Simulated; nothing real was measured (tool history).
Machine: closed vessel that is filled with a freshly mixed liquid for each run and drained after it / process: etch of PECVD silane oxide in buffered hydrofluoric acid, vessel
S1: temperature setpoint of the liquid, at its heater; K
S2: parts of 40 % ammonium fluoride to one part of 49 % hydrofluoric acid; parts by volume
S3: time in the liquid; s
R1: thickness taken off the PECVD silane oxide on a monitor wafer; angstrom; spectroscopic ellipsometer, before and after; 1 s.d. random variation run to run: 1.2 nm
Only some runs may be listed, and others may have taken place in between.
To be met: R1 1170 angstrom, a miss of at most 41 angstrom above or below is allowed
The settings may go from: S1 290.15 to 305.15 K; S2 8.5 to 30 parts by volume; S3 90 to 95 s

| run | hour | S1 | S2 | S3 | R1 |
|---|---|---|---|---|---|
| 1 | 0 | 297.15 | 23 | 90 | 2034.2 |
| 2 | 7.1 | 296.15 | 24 | 90 | 1872.9 |
| 3 | 14.5 | 295.15 | 25 | 90 | 1718.2 |
| 4 | 21.2 | 295.15 | 25 | 90 | 1713.8 |
| 5 | 29.6 | 295.15 | 27.5 | 90 | 1601.8 |
| 6 | 36.4 | 295.15 | 27.5 | 95 | 1708.2 |
| 7 | 41.7 | 294.65 | 28 | 95 | 1629.1 |
| 8 | 50.5 | 294.15 | 28.5 | 95 | 1578.4 |
| 9 | 53.8 | 293.65 | 28.5 | 95 | 1505.1 |
| 10 | 56.1 | 293.15 | 28.5 | 95 | 1465.3 |
| 11 | 60.7 | 292.65 | 28.5 | 95 | 1420.5 |
| 12 | 65.3 | 292.15 | 28.5 | 95 | 1412.9 |
| 13 | 67.5 | 292.15 | 28.5 | 95 | 1411.5 |
| 14 | 71.3 | 291.65 | 28.5 | 95 | 1379.7 |
| 15 | 71.8 | 290.65 | 29.5 | 95 | 1242.1 |

4 candidate next runs follow, results not yet known. Just one meets every target within its allowed miss. Identify it.
| A | 72.3 | 290.15 | 28.5 | 95 | ? |
| B | 72.3 | 290.15 | 29 | 90 | ? |
| C | 72.3 | 290.65 | 28 | 95 | ? |
| D | 72.3 | 294.15 | 30 | 90 | ? |

| move | R1 |
|---|---|
| A | 1248.3 |
| B | 1168.5 |
| C | 1300.5 |
| D | 1432.1 |
A: moves away from the targets compared with the last run
B: in spec on every target
C: moves away from the targets compared with the last run
D: moves away from the targets compared with the last run
Go with B: it meets all targets.
